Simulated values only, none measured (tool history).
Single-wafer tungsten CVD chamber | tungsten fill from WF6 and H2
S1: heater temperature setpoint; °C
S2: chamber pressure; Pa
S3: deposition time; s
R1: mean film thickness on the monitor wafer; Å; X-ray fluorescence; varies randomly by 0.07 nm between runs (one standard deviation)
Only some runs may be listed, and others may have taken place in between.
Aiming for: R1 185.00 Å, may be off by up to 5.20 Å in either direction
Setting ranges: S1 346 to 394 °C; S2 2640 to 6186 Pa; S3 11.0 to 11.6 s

{"run": 1, "hour": 0.0, "S1": 370, "S2": 4413, "S3": 11.6, "R1": 207.67}
{"run": 2, "hour": 2.4, "S1": 378, "S2": 4413, "S3": 11.6, "R1": 243.22}
{"run": 3, "hour": 4.9, "S1": 388, "S2": 4413, "S3": 11.6, "R1": 289.9}
{"run": 4, "hour": 8.3, "S1": 381, "S2": 4360, "S3": 11.6, "R1": 255.83}
{"run": 5, "hour": 16.1, "S1": 376, "S2": 4320, "S3": 11.6, "R1": 231.29}
{"run": 6, "hour": 20.7, "S1": 376, "S2": 4320, "S3": 11.0, "R1": 219.75}
{"run": 7, "hour": 28.2, "S1": 373, "S2": 4306, "S3": 11.0, "R1": 207.53}
{"run": 8, "hour": 29.1, "S1": 371, "S2": 4293, "S3": 11.0, "R1": 199.76}
{"run": 9, "hour": 37.7, "S1": 370, "S2": 4280, "S3": 11.0, "R1": 194.7}
{"run": 10, "hour": 43.9, "S1": 370, "S2": 4280, "S3": 11.0, "R1": 196.85}
{"run": 11, "hour": 46.5, "S1": 369, "S2": 4266, "S3": 11.0, "R1": 192.15}

Consider the 4 candidate settings below. Which is the only one whose results all fall within their allowed miss of target?
{"run": "A", "hour": 49.1, "S1": 369, "S2": 3880, "S3": 11.6, "R1": "?"}
{"run": "B", "hour": 49.1, "S1": 372, "S2": 4213, "S3": 11.6, "R1": "?"}
{"run": "C", "hour": 49.1, "S1": 372, "S2": 3973, "S3": 11.0, "R1": "?"}
{"run": "D", "hour": 49.1, "S1": 366, "S2": 4066, "S3": 11.4, "R1": "?"}

move=A R1=194.29
move=B R1=212.06
move=C R1=196.55
move=D R1=183.71
A: misses by more than the last run did
B: misses by more than the last run did
C: misses by more than the last run did
D: every result lands within tolerance
Correct choice: D, which meets every target

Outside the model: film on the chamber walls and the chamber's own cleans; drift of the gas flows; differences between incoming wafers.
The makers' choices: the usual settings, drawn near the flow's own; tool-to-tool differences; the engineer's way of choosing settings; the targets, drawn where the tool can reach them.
